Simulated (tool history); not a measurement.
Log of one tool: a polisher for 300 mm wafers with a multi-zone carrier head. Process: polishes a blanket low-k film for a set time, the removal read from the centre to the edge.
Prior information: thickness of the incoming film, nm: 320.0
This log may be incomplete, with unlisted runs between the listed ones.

| run | hour | flow of slurry (ml/min) | pressure of the head's centre zone | pressure of the head's middle zone | pressure of the head's edge zone | abrasive content of the slurry | polishing time (s) | film removed at the wafer's centre (nm) | film removed at mid-radius (nm) | film removed at the wafer's edge (nm) |
|---|---|---|---|---|---|---|---|---|---|---|
| 1 | 0 | 175 | 1 | 1 | 1 | 1 | 59 | 15.618 | 16.871 | 16.279 |
| 2 | 3.3 | 175 | 1 | 1 | 1 | 0.85 | 59 | 14.037 | 14.414 | 14.338 |
| 3 | 6.4 | 175 | 0.99 | 0.99 | 1.01 | 0.85 | 59 | 13.911 | 14.861 | 14.425 |
| 4 | 10.9 | 175 | 0.99 | 0.99 | 1.01 | 1 | 59 | 15.92 | 16.604 | 16.379 |
| 5 | 16.8 | 150 | 0.99 | 0.99 | 1.01 | 1 | 59 | 15.329 | 16.127 | 15.952 |
| 6 | 18.5 | 150 | 1.04 | 0.99 | 1.01 | 1 | 59 | 15.842 | 16.458 | 15.975 |
| 7 | 23.7 | 145 | 1.02 | 0.97 | 1.01 | 1 | 59 | 15.67 | 15.428 | 15.919 |
| 8 | 25.8 | 140 | 1 | 0.96 | 1.01 | 1 | 59 | 15.037 | 15.318 | 15.763 |
| 9 | 26.5 | 135 | 0.99 | 0.95 | 1.01 | 1 | 59 | 14.87 | 14.878 | 15.829 |
| 10 | 30.4 | 115 | 0.91 | 0.88 | 0.98 | 0.95 | 59 | 12.56 | 13.212 | 14.599 |

Run 11, settings as shown, results not yet in. Your forecast:
| 11 | 35.5 | 120 | 0.91 | 0.88 | 0.99 | 0.95 | 59 | ? | ? | ? |

film removed at the wafer's centre (nm): 12.648
film removed at mid-radius (nm): 13.129
film removed at the wafer's edge (nm): 14.66

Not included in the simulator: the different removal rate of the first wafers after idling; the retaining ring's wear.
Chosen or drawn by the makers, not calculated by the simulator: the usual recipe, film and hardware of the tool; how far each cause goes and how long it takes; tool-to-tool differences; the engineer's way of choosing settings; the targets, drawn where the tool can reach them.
